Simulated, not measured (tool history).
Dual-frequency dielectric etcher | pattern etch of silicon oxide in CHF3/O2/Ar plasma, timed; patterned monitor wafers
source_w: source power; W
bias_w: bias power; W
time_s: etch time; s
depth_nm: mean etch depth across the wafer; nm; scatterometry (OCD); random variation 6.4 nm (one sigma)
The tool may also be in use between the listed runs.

run 1 day=0.000 | source_w=660 bias_w=218 time_s=776.5 | depth_nm=1812.6
run 2 day=0.162 | source_w=660 bias_w=234 time_s=776.5 | depth_nm=1851.9
run 3 day=0.458 | source_w=680 bias_w=235 time_s=776.5 | depth_nm=1884.4
run 4 day=0.771 | source_w=800 bias_w=235 time_s=776.5 | depth_nm=2039.9
run 5 day=0.921 | source_w=860 bias_w=235 time_s=776.5 | depth_nm=2107.6
run 6 day=0.958 | source_w=800 bias_w=235 time_s=776.5 | depth_nm=2045.1
run 7 day=1.221 | source_w=780 bias_w=234 time_s=776.5 | depth_nm=1997.3

Run 8 comes next. What will it give?
run 8 day=1.450 | source_w=770 bias_w=234 time_s=776.5 | depth_nm=?

Run 8 gave depth_nm 1999.7 nm.

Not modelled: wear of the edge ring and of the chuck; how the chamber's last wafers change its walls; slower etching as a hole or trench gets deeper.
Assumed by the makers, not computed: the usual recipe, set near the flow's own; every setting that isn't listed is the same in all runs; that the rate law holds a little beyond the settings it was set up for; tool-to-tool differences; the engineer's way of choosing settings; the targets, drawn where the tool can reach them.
